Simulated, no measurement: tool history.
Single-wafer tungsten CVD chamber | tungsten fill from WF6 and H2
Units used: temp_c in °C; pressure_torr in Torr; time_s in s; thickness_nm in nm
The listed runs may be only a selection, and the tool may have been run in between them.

run  hour  temp_c  pressure_torr  time_s  thickness_nm
  1   0.0     375           51.3     8.9        21.126
  2   8.0     378           51.3     8.9        22.353
  3  14.4     387           51.3     8.9        26.264
  4  19.2     381           51.3     8.9        23.728
  5  24.1     371           51.3     8.9        19.475
  6  26.0     367           51.3     8.9        18.132
  7  30.8     372           51.4     8.9        19.977
  8  36.6     376           51.5     8.9        21.573

Run 9 comes next. What will it give?
  9  37.7     379           51.5     8.9             ?

Logged for run 9: thickness_nm 22.910 nm.
